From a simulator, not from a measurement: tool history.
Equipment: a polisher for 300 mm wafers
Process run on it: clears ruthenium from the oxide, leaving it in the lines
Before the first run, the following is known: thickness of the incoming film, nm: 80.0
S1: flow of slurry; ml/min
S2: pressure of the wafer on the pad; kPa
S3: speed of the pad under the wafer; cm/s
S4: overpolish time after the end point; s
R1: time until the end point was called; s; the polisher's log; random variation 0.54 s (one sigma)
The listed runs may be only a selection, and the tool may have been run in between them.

| run | hour | S1 | S2 | S3 | S4 | R1 |
|---|---|---|---|---|---|---|
| 1 | 0.0 | 260 | 15.2 | 80 | 5 | 98.252 |
| 2 | 8.4 | 260 | 17.2 | 80 | 5 | 87.016 |
| 3 | 14.3 | 260 | 18.6 | 80 | 5 | 80.120 |
| 4 | 20.0 | 310 | 18.6 | 80 | 5 | 78.522 |
| 5 | 23.0 | 310 | 20.0 | 80 | 5 | 73.149 |
| 6 | 23.6 | 310 | 20.0 | 72 | 5 | 83.804 |
| 7 | 25.3 | 310 | 21.4 | 74 | 5 | 74.562 |
| 8 | 28.3 | 310 | 22.1 | 76 | 5 | 70.911 |

For run 9, what comes out?
| 9 | 29.7 | 310 | 22.8 | 78 | 5 | ? |

{"run 9": {"R1": 67.662}}
